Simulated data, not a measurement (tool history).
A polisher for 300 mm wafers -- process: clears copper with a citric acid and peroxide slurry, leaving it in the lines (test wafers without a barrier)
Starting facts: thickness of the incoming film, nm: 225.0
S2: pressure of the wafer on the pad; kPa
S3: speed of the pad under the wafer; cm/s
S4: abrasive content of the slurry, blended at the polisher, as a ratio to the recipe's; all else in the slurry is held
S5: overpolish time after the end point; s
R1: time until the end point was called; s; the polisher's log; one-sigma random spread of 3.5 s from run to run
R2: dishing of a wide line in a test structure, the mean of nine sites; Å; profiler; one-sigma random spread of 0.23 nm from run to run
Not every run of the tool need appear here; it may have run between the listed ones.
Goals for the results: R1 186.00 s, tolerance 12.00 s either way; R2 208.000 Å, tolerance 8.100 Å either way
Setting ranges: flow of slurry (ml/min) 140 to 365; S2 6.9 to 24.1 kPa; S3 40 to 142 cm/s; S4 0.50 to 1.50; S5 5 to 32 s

{"run": 1, "hour": 0.0, "flow of slurry (ml/min)": 235, "S2": 15.2, "S3": 90, "S4": 1.0, "S5": 16, "R1": 173.79, "R2": 152.31}
{"run": 2, "hour": 7.4, "flow of slurry (ml/min)": 235, "S2": 15.2, "S3": 90, "S4": 1.0, "S5": 9, "R1": 172.2, "R2": 88.855}
{"run": 3, "hour": 13.5, "flow of slurry (ml/min)": 205, "S2": 15.2, "S3": 90, "S4": 1.0, "S5": 9, "R1": 177.4, "R2": 87.474}
{"run": 4, "hour": 16.0, "flow of slurry (ml/min)": 200, "S2": 15.2, "S3": 90, "S4": 1.0, "S5": 10, "R1": 175.91, "R2": 94.285}
{"run": 5, "hour": 23.5, "flow of slurry (ml/min)": 155, "S2": 15.2, "S3": 90, "S4": 1.0, "S5": 10, "R1": 187.02, "R2": 90.287}
{"run": 6, "hour": 29.1, "flow of slurry (ml/min)": 155, "S2": 15.2, "S3": 90, "S4": 1.0, "S5": 13, "R1": 186.15, "R2": 117.45}
{"run": 7, "hour": 32.4, "flow of slurry (ml/min)": 155, "S2": 15.2, "S3": 90, "S4": 1.0, "S5": 14, "R1": 189.75, "R2": 124.4}
{"run": 8, "hour": 37.4, "flow of slurry (ml/min)": 155, "S2": 15.2, "S3": 90, "S4": 1.0, "S5": 15, "R1": 185.58, "R2": 136.03}

5 next moves are on the table. One of them brings every result within its allowed miss. Which?
{"run": "A", "hour": 42.4, "flow of slurry (ml/min)": 165, "S2": 17.2, "S3": 76, "S4": 0.95, "S5": 22, "R1": "?", "R2": "?"}
{"run": "B", "hour": 42.4, "flow of slurry (ml/min)": 215, "S2": 15.2, "S3": 98, "S4": 0.5, "S5": 22, "R1": "?", "R2": "?"}
{"run": "C", "hour": 42.4, "flow of slurry (ml/min)": 145, "S2": 13.8, "S3": 102, "S4": 1.05, "S5": 23, "R1": "?", "R2": "?"}
{"run": "D", "hour": 42.4, "flow of slurry (ml/min)": 180, "S2": 16.5, "S3": 94, "S4": 0.95, "S5": 20, "R1": "?", "R2": "?"}
{"run": "E", "hour": 42.4, "flow of slurry (ml/min)": 255, "S2": 11.7, "S3": 92, "S4": 1.15, "S5": 29, "R1": "?", "R2": "?"}

move=A R1=191.05 R2=190.750
move=B R1=182.82 R2=197.990
move=C R1=182.46 R2=206.080
move=D R1=161.10 R2=204.390
move=E R1=210.37 R2=222.510
A: nearer than the last run, and not there yet
B: nearer than the last run, and not there yet
C: every result within its allowed miss
D: gets the furthest-off result to its target, but another result is out of tolerance
E: pushes the last run's worst result past its target
Go with C: it meets all targets.

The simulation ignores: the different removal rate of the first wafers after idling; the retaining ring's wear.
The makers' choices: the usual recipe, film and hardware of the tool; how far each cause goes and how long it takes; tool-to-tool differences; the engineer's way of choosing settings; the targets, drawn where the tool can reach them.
